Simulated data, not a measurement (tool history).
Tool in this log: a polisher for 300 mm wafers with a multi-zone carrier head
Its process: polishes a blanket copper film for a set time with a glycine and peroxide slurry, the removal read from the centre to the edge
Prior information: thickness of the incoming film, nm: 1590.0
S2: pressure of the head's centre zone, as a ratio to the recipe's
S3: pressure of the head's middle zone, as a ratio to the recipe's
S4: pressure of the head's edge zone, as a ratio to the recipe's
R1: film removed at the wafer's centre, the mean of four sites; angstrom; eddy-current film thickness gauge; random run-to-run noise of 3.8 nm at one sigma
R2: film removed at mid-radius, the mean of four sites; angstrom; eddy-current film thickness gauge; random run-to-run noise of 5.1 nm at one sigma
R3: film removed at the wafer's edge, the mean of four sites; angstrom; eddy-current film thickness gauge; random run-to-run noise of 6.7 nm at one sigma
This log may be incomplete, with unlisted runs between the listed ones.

run 1 hour=0.0 | flow_of_slurry_(ml/min)=195 S2=1.00 S3=1.00 S4=1.00 polishing_time_(s)=63 | R1=3778.6 R2=3723.9 R3=3712.3
run 2 hour=6.7 | flow_of_slurry_(ml/min)=195 S2=1.00 S3=1.00 S4=1.00 polishing_time_(s)=74 | R1=4418.5 R2=4351.2 R3=4495.6
run 3 hour=7.6 | flow_of_slurry_(ml/min)=195 S2=1.00 S3=1.00 S4=1.00 polishing_time_(s)=62 | R1=3743.3 R2=3614.5 R3=3729.8
run 4 hour=10.2 | flow_of_slurry_(ml/min)=195 S2=1.00 S3=1.08 S4=1.00 polishing_time_(s)=62 | R1=3696.7 R2=3936.8 R3=3682.4
run 5 hour=15.6 | flow_of_slurry_(ml/min)=200 S2=0.99 S3=1.06 S4=1.05 polishing_time_(s)=66 | R1=3958.0 R2=4065.8 R3=4053.6
run 6 hour=22.1 | flow_of_slurry_(ml/min)=205 S2=0.97 S3=1.06 S4=1.09 polishing_time_(s)=68 | R1=4067.3 R2=4223.3 R3=4308.3
run 7 hour=25.0 | flow_of_slurry_(ml/min)=205 S2=0.97 S3=1.06 S4=1.09 polishing_time_(s)=68 | R1=4051.5 R2=4236.1 R3=4359.3

Estimate the outcome of run 8 from the log above:
run 8 hour=27.0 | flow_of_slurry_(ml/min)=215 S2=0.96 S3=1.05 S4=1.12 polishing_time_(s)=69 | R1=? R2=? R3=?

{"run 8": {"R1": 4127.9, "R2": 4226.4, "R3": 4393.6}}
